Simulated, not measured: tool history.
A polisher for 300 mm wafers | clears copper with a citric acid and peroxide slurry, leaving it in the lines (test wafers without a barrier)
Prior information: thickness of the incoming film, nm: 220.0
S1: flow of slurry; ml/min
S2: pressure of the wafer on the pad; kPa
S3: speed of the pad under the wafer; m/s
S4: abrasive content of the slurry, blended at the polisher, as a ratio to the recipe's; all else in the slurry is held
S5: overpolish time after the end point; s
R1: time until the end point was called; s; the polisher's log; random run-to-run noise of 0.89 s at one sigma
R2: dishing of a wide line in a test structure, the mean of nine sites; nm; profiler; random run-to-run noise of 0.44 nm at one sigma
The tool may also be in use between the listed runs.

run	hour	S1	S2	S3	S4	S5	R1	R2
1	0.0	130	21.4	1.06	1.00	17	94.108	29.701
2	7.7	100	21.4	1.06	1.00	17	95.383	25.988
3	8.8	95	22.8	1.08	1.00	15	95.946	25.654
4	17.7	95	22.8	1.08	1.00	12	92.487	20.799
5	20.6	95	22.8	1.20	1.00	12	85.144	23.359
6	22.0	95	22.8	1.20	0.90	12	84.220	21.810
7	27.4	100	24.1	1.22	0.85	11	78.523	22.113
8	29.3	105	25.5	1.24	0.80	10	77.069	21.981
9	33.6	100	26.2	1.28	0.75	9	71.974	19.412
10	40.0	105	27.6	1.28	0.75	8	70.584	18.367
11	45.6	105	28.3	1.30	0.75	8	66.612	20.237
12	46.5	105	29.0	1.30	0.75	8	65.413	19.612
13	52.8	120	33.8	1.30	0.75	6	54.980	17.149
14	59.4	120	33.1	1.32	0.75	6	56.889	17.552
15	66.4	120	33.1	1.34	0.75	6	55.858	17.642
16	74.3	120	33.1	1.36	0.75	6	54.312	17.591
# hour 79.0: worn pad replaced by a new one
17	79.0	120	33.8	1.36	0.75	10	50.382	32.082
18	82.9	120	33.8	1.36	0.80	10	51.266	31.180
19	86.1	125	33.8	1.36	0.80	10	48.392	33.190

What does the tool deliver on the next run?
20	89.5	130	33.8	1.34	0.80	10	?	?

{"run 20": {"R1": 49.117, "R2": 31.808}}
